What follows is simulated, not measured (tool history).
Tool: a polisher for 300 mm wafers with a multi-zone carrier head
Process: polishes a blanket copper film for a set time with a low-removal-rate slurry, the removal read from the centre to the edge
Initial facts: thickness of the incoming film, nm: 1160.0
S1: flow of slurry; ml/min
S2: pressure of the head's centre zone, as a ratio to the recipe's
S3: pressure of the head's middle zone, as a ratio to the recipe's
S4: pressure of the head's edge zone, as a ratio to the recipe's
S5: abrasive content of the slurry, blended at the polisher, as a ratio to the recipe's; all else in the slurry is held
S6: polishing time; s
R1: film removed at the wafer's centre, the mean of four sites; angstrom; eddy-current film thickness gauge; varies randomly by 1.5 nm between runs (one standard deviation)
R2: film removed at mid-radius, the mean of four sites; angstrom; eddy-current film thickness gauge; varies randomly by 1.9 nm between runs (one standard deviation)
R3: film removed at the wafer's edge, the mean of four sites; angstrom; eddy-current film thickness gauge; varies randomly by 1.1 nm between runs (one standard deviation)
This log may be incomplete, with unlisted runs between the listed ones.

run 1 hour=0 | S1=175 S2=1 S3=1 S4=1 S5=1 S6=31 | R1=870.66 R2=915.6 R3=871.16
run 2 hour=7.1 | S1=185 S2=1.03 S3=1.03 S4=1.02 S5=1.1 S6=32 | R1=967.63 R2=977.88 R3=940.52
run 3 hour=9.6 | S1=185 S2=1.03 S3=1.03 S4=0.95 S5=1.1 S6=32 | R1=987.92 R2=960.6 R3=927.78
run 4 hour=13.7 | S1=190 S2=1.03 S3=1.07 S4=0.95 S5=1.15 S6=33 | R1=1005.9 R2=1061.6 R3=945.25
run 5 hour=15.6 | S1=190 S2=1.03 S3=1.07 S4=0.95 S5=1.15 S6=30 | R1=938.93 R2=957.05 R3=869.77
run 6 hour=17.8 | S1=160 S2=1.03 S3=1.07 S4=0.95 S5=1.15 S6=30 | R1=877.2 R2=950.34 R3=853.52
run 7 hour=24.5 | S1=165 S2=1.05 S3=1.09 S4=0.97 S5=1.25 S6=32 | R1=971.52 R2=1037 R3=932.52
run 8 hour=31.1 | S1=175 S2=1.06 S3=1.11 S4=0.99 S5=1.3 S6=33 | R1=1048.2 R2=1107.1 R3=959.49
run 9 hour=34.6 | S1=180 S2=1.06 S3=1.11 S4=0.99 S5=1.35 S6=34 | R1=1103.3 R2=1148.3 R3=1028.7

For run 10, what comes out?
run 10 hour=40.9 | S1=190 S2=1.06 S3=1.12 S4=1 S5=1.4 S6=35 | R1=? R2=? R3=?

R1: 1122.3 angstrom
R2: 1216.1 angstrom
R3: 1065.9 angstrom
